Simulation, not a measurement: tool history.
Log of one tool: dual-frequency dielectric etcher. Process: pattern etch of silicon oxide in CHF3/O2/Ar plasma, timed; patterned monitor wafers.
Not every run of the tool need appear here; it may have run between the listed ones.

run    day  source power (W)  bias power (W)  etch time (s)  mean etch depth across the wafer (angstrom)
  1  0.000               730             224          347.5                                       8926.5
  2  0.100               730             264          347.5                                       9383.1
  3  0.350               730             239          347.5                                       9088.6
  4  0.550               750             240          347.5                                       9188.2
  5  0.921               770             241          347.5                                       9274.3
  6  1.071               770             241          317.5                                       8482.2
  7  1.371               770             241          317.5                                       8462.6

Run 8 has not been measured yet. What should we expect?
  8  1.508               790             249          320.0                                            ?

mean etch depth across the wafer (angstrom): 8702.1
